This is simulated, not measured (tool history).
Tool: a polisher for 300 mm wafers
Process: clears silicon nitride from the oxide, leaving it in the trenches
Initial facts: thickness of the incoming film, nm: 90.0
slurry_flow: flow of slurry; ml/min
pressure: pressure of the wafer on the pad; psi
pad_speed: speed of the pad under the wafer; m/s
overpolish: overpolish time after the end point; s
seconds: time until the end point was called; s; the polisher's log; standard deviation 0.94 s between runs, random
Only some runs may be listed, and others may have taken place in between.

Run 1, hour 0: slurry_flow 230 ml/min, pressure 3.3 psi, pad_speed 1 m/s, overpolish 33 s. Result: seconds 96.425 s.
Run 2, hour 5.8: slurry_flow 275 ml/min, pressure 3.3 psi, pad_speed 1 m/s, overpolish 33 s. Result: seconds 97.652 s.
Run 3, hour 7.7: slurry_flow 275 ml/min, pressure 3.6 psi, pad_speed 1 m/s, overpolish 33 s. Result: seconds 87.794 s.
Run 4, hour 9.7: slurry_flow 275 ml/min, pressure 3.8 psi, pad_speed 1 m/s, overpolish 33 s. Result: seconds 83.61 s.
Run 5, hour 18.7: slurry_flow 275 ml/min, pressure 3.8 psi, pad_speed 1 m/s, overpolish 33 s. Result: seconds 83.657 s.
Run 6, hour 21.2: slurry_flow 275 ml/min, pressure 3.8 psi, pad_speed 0.88 m/s, overpolish 33 s. Result: seconds 92.932 s.

Run 7, settings as shown, results not yet in. Your forecast:
Run 7, hour 26.6: slurry_flow 275 ml/min, pressure 4 psi, pad_speed 0.88 m/s, overpolish 33 s. Result: seconds ?.

seconds: 89.257 s
